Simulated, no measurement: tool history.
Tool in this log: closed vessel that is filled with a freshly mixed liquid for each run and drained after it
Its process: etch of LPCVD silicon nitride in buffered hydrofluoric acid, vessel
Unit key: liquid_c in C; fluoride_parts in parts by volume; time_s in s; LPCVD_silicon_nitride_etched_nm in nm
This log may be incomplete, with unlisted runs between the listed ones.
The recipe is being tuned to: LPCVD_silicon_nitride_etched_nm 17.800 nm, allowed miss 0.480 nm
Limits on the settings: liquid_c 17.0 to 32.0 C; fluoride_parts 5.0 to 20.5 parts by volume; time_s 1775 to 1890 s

run    day  liquid_c  fluoride_parts  time_s  LPCVD_silicon_nitride_etched_nm
  1  0.000      25.0            12.5    1775                           22.285
  2  0.088      24.5            12.5    1775                           21.879
  3  0.312      27.5            12.5    1775                           26.013
  4  0.512      26.5            12.5    1775                           24.278
  5  0.750      25.5            12.5    1775                           23.151
  6  1.008      24.5            12.5    1775                           21.789
  7  1.262      24.0            12.5    1775                           21.413
  8  1.375      20.0            12.5    1775                           17.001

Next run, 4 choices. One meets every target within its allowed miss, the rest don't. Which?
  A  1.488      21.0            14.0    1785                                ?
  B  1.488      19.0            12.0    1860                                ?
  C  1.488      17.5            12.0    1890                                ?
  D  1.488      19.5            13.5    1795                                ?

move  LPCVD_silicon_nitride_etched_nm
   A                           16.212
   B                           17.566
   C                           16.395
   D                           15.535
A: moves away from the targets compared with the last run
B: all results in spec
C: moves away from the targets compared with the last run
D: moves away from the targets compared with the last run
Move B is the one to make.
